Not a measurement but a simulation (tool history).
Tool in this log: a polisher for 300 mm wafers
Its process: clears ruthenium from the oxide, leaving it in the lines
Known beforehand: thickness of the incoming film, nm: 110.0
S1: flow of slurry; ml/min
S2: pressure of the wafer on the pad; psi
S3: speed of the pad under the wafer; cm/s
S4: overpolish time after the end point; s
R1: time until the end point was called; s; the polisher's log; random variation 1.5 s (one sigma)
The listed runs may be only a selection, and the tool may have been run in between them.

| run | day | S1 | S2 | S3 | S4 | R1 |
|---|---|---|---|---|---|---|
| 1 | 0 | 280 | 2.6 | 124 | 36 | 74.075 |
| 2 | 0.229 | 280 | 2.5 | 124 | 36 | 77.793 |
| 3 | 0.354 | 225 | 2.5 | 124 | 36 | 76.352 |
| 4 | 0.383 | 225 | 2.4 | 124 | 36 | 78.153 |
| 5 | 0.467 | 225 | 2.3 | 124 | 36 | 81.14 |
|  | 0.767 | slurry nozzle cleaned |
| 6 | 0.767 | 225 | 2.2 | 124 | 36 | 80.721 |

What will run 7 give?
| 7 | 0.862 | 225 | 2.1 | 122 | 36 | ? |

{"run 7": {"R1": 86.722}}
